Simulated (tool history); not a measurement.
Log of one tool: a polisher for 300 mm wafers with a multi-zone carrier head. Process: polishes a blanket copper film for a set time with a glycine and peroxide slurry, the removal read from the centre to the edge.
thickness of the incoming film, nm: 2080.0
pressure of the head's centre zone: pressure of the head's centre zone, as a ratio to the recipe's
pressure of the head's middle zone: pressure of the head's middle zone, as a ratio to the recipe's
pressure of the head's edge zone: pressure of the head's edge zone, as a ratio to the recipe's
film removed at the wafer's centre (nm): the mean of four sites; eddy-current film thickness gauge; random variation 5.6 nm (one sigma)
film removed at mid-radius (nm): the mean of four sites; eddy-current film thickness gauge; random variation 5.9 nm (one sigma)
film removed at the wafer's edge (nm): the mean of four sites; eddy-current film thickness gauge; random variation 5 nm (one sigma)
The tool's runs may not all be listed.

run	hour	flow of slurry (ml/min)	pressure of the head's centre zone	pressure of the head's middle zone	pressure of the head's edge zone	polishing time (s)	film removed at the wafer's centre (nm)	film removed at mid-radius (nm)	film removed at the wafer's edge (nm)
1	0.0	130	1.00	1.00	1.00	67	446.38	475.90	505.12
2	4.5	105	1.00	1.00	1.00	67	432.41	448.62	464.47
3	8.5	100	1.00	1.02	0.98	66	420.74	429.90	461.71
4	12.0	110	1.03	1.04	1.01	62	418.49	418.65	431.55
5	18.3	115	1.03	1.06	1.01	61	411.85	439.32	444.92
6	26.5	115	1.03	1.12	1.01	61	423.61	462.20	428.21
7	31.8	110	1.03	1.13	0.99	60	410.19	438.09	426.22
8	40.5	110	1.04	1.14	1.02	59	398.04	440.44	418.91
9	45.7	115	1.04	1.15	1.00	57	400.69	442.95	401.24

Run 10 comes next. What will it give?
# hour 51.4: edge zone pressure recalibrated
10	51.4	115	1.04	1.16	0.99	56	?	?	?

{"run 10": {"film removed at the wafer's centre (nm)": 390.41, "film removed at mid-radius (nm)": 428.82, "film removed at the wafer's edge (nm)": 389.43}}
